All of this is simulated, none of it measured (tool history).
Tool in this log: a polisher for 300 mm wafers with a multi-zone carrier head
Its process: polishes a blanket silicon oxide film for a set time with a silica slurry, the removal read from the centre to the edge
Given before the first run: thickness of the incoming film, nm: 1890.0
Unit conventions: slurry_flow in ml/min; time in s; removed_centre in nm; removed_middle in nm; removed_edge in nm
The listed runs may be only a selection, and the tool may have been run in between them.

Run 1, hour 0: slurry_flow 270 ml/min, centre_zone 1, middle_zone 1, edge_zone 1, slurry_solids 1, time 38 s. Result: removed_centre 141.67 nm, removed_middle 138.63 nm, removed_edge 143.9 nm.
Run 2, hour 7: slurry_flow 325 ml/min, centre_zone 1, middle_zone 1, edge_zone 1, slurry_solids 1, time 38 s. Result: removed_centre 144.3 nm, removed_middle 141.29 nm, removed_edge 146.15 nm.
Run 3, hour 15: slurry_flow 375 ml/min, centre_zone 1, middle_zone 1, edge_zone 1, slurry_solids 1, time 38 s. Result: removed_centre 143.49 nm, removed_middle 142.48 nm, removed_edge 147.19 nm.
Run 4, hour 17.6: slurry_flow 375 ml/min, centre_zone 0.99, middle_zone 1.02, edge_zone 1.02, slurry_solids 1, time 38 s. Result: removed_centre 144.47 nm, removed_middle 144.35 nm, removed_edge 146.75 nm.
Run 5, hour 18.2: slurry_flow 375 ml/min, centre_zone 0.99, middle_zone 1.02, edge_zone 1.09, slurry_solids 1, time 38 s. Result: removed_centre 144.3 nm, removed_middle 145.35 nm, removed_edge 152.92 nm.
At hour 19.2: slurry nozzle cleaned.
Run 6, hour 19.2: slurry_flow 375 ml/min, centre_zone 1.07, middle_zone 1.02, edge_zone 1.09, slurry_solids 1, time 38 s. Result: removed_centre 160.47 nm, removed_middle 150.34 nm, removed_edge 154.07 nm.
Run 7, hour 25.8: slurry_flow 375 ml/min, centre_zone 1.05, middle_zone 1.04, edge_zone 1.1, slurry_solids 1, time 38 s. Result: removed_centre 158.72 nm, removed_middle 150.81 nm, removed_edge 158.33 nm.
Run 8, hour 27.1: slurry_flow 380 ml/min, centre_zone 0.95, middle_zone 1.14, edge_zone 1, slurry_solids 1.1, time 38 s. Result: removed_centre 146.59 nm, removed_middle 169.99 nm, removed_edge 150.57 nm.

Estimate the outcome of run 9 from the log above:
Run 9, hour 28.9: slurry_flow 380 ml/min, centre_zone 0.94, middle_zone 1.14, edge_zone 1.02, slurry_solids 1.1, time 38 s. Result: removed_centre ?, removed_middle ?, removed_edge ?.

removed_centre: 143.19 nm
removed_middle: 166.69 nm
removed_edge: 153.64 nm
